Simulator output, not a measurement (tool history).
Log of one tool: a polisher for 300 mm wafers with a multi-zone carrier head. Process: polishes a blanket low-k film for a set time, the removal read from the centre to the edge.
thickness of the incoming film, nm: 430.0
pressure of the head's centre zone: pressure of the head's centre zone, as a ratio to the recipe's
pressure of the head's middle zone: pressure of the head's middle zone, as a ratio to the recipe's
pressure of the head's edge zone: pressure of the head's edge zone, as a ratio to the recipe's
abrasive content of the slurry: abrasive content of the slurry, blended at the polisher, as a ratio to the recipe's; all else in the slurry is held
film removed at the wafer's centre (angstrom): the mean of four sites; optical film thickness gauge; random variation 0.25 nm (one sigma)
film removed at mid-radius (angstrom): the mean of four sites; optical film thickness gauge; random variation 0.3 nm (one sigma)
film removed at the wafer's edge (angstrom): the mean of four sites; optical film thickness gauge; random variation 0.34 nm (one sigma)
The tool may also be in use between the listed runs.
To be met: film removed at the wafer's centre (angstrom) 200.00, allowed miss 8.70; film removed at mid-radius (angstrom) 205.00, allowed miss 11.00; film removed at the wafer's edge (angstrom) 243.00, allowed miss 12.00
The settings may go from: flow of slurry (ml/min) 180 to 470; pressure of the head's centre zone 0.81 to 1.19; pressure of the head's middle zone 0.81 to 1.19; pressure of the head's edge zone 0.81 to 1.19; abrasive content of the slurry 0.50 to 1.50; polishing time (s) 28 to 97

run,hour,flow of slurry (ml/min),pressure of the head's centre zone,pressure of the head's middle zone,pressure of the head's edge zone,abrasive content of the slurry,polishing time (s),film removed at the wafer's centre (angstrom),film removed at mid-radius (angstrom),film removed at the wafer's edge (angstrom)
1,0.0,300,1.00,1.00,1.00,1.00,62,221.17,220.20,221.51
2,7.2,300,1.00,1.00,1.00,1.00,48,168.07,170.87,171.30
3,13.7,300,1.00,1.00,0.92,1.00,48,168.44,170.88,163.84
4,22.2,300,1.00,1.00,0.92,1.00,58,200.81,207.46,198.54
5,28.4,295,0.98,0.99,0.94,1.05,58,203.87,211.99,210.11
6,37.3,295,0.98,0.99,0.88,1.05,58,207.89,207.48,201.15
7,38.4,290,0.97,0.98,0.90,1.05,58,203.08,204.84,201.33
8,41.3,290,0.96,0.97,0.92,1.05,58,202.75,202.91,203.20
9,49.8,290,0.96,0.97,0.92,1.05,58,200.57,202.35,200.19
10,53.0,285,0.95,0.96,0.95,1.10,58,200.51,205.87,209.04
11,57.9,285,0.94,0.95,0.97,1.10,58,198.99,213.27,209.58
12,59.7,275,0.94,0.93,1.00,1.10,58,203.33,198.25,215.76
# hour 65.8: worn pad replaced by a new one
13,65.8,270,0.93,0.93,1.02,1.10,58,227.67,231.92,246.59
14,74.8,275,0.92,0.92,1.03,1.05,57,217.01,215.19,236.36
15,83.4,275,0.91,0.91,1.03,1.05,56,216.51,212.65,236.23

Which of these 4 next moves meets every target?
A,92.0,365,0.95,0.89,1.15,0.90,59,?,?,?
B,92.0,225,0.83,0.85,1.04,1.45,58,?,?,?
C,92.0,280,0.97,0.87,0.99,1.05,60,?,?,?
D,92.0,270,0.82,0.85,1.05,1.20,55,?,?,?

move,film removed at the wafer's centre (angstrom),film removed at mid-radius (angstrom),film removed at the wafer's edge (angstrom)
A,220.93,207.17,248.07
B,229.38,233.04,278.95
C,241.19,218.80,249.25
D,204.13,208.89,249.79
A: further off than the last run
B: further off than the last run
C: further off than the last run
D: meets every target
Move D is the one to make.
